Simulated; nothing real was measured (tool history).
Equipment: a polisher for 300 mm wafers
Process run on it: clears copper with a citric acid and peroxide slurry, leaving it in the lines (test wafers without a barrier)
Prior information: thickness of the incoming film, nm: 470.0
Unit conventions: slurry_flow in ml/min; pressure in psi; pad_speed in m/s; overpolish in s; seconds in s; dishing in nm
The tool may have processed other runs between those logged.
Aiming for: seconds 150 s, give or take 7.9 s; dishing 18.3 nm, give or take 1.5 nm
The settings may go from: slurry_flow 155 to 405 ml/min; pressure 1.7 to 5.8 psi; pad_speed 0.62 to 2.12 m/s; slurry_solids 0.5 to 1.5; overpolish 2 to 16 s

Run 1, day 0: slurry_flow 260 ml/min, pressure 3.7 psi, pad_speed 1.36 m/s, slurry_solids 1, overpolish 8 s. Result: seconds 110.52 s, dishing 27.726 nm.
Run 2, day 0.1: slurry_flow 260 ml/min, pressure 3.5 psi, pad_speed 1.36 m/s, slurry_solids 1, overpolish 8 s. Result: seconds 116.16 s, dishing 26.085 nm.
Run 3, day 0.179: slurry_flow 260 ml/min, pressure 3.5 psi, pad_speed 1.36 m/s, slurry_solids 0.85, overpolish 8 s. Result: seconds 120.71 s, dishing 25.013 nm.
Run 4, day 0.262: slurry_flow 260 ml/min, pressure 3.5 psi, pad_speed 1.5 m/s, slurry_solids 0.85, overpolish 8 s. Result: seconds 111.28 s, dishing 26.795 nm.
Run 5, day 0.483: slurry_flow 235 ml/min, pressure 3.5 psi, pad_speed 1.5 m/s, slurry_solids 0.85, overpolish 8 s. Result: seconds 113.37 s, dishing 27.384 nm.
Run 6, day 0.6: slurry_flow 235 ml/min, pressure 3.3 psi, pad_speed 1.5 m/s, slurry_solids 0.85, overpolish 8 s. Result: seconds 118.45 s, dishing 23.996 nm.
Run 7, day 0.871: slurry_flow 235 ml/min, pressure 3.2 psi, pad_speed 1.5 m/s, slurry_solids 0.85, overpolish 8 s. Result: seconds 121.65 s, dishing 25.064 nm.
Run 8, day 1.221: slurry_flow 235 ml/min, pressure 2.4 psi, pad_speed 1.46 m/s, slurry_solids 0.85, overpolish 6 s. Result: seconds 171.41 s, dishing 14.877 nm.
Run 9, day 1.433: slurry_flow 235 ml/min, pressure 2.5 psi, pad_speed 1.46 m/s, slurry_solids 0.85, overpolish 6 s. Result: seconds 156.54 s, dishing 14.529 nm.
Run 10, day 1.808: slurry_flow 235 ml/min, pressure 2.5 psi, pad_speed 1.46 m/s, slurry_solids 0.85, overpolish 6 s. Result: seconds 155.75 s, dishing 14.901 nm.

4 candidate next runs follow, results not yet known. Just one meets every target within its allowed miss. Identify it.
Run A, day 2.183: slurry_flow 270 ml/min, pressure 2.6 psi, pad_speed 1.38 m/s, slurry_solids 0.95, overpolish 7 s. Result: seconds ?, dishing ?.
Run B, day 2.183: slurry_flow 195 ml/min, pressure 2.7 psi, pad_speed 1.44 m/s, slurry_solids 0.85, overpolish 5 s. Result: seconds ?, dishing ?.
Run C, day 2.183: slurry_flow 155 ml/min, pressure 2.3 psi, pad_speed 1.64 m/s, slurry_solids 1.15, overpolish 5 s. Result: seconds ?, dishing ?.
Run D, day 2.183: slurry_flow 275 ml/min, pressure 2.5 psi, pad_speed 1.52 m/s, slurry_solids 0.8, overpolish 6 s. Result: seconds ?, dishing ?.

move  seconds  dishing
   A   150.76   18.168
   B   151.13   13.233
   C    147.3   13.512
   D   150.64   15.733
A: in spec on every target
B: further off than the last run
C: further off than the last run
D: nearer than the last run, and not there yet
The right move is A.
